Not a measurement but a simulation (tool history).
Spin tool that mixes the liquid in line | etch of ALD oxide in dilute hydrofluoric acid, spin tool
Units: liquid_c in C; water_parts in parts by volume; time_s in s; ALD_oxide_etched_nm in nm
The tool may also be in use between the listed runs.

{"run": 1, "hour": 0.0, "liquid_c": 20.0, "water_parts": 150, "time_s": 85, "ALD_oxide_etched_nm": 8.2587}
{"run": 2, "hour": 0.6, "liquid_c": 19.5, "water_parts": 170, "time_s": 85, "ALD_oxide_etched_nm": 6.9865}
{"run": 3, "hour": 7.7, "liquid_c": 19.5, "water_parts": 170, "time_s": 85, "ALD_oxide_etched_nm": 6.9585}
{"run": 4, "hour": 9.0, "liquid_c": 19.0, "water_parts": 185, "time_s": 85, "ALD_oxide_etched_nm": 6.193}
{"run": 5, "hour": 9.5, "liquid_c": 18.5, "water_parts": 200, "time_s": 85, "ALD_oxide_etched_nm": 5.5749}
{"run": 6, "hour": 16.5, "liquid_c": 18.5, "water_parts": 200, "time_s": 65, "ALD_oxide_etched_nm": 4.2571}

Run 7 comes next. What will it give?
{"run": 7, "hour": 24.0, "liquid_c": 18.0, "water_parts": 200, "time_s": 65, "ALD_oxide_etched_nm": "?"}

Run 7 gave ALD_oxide_etched_nm 4.1861 nm.
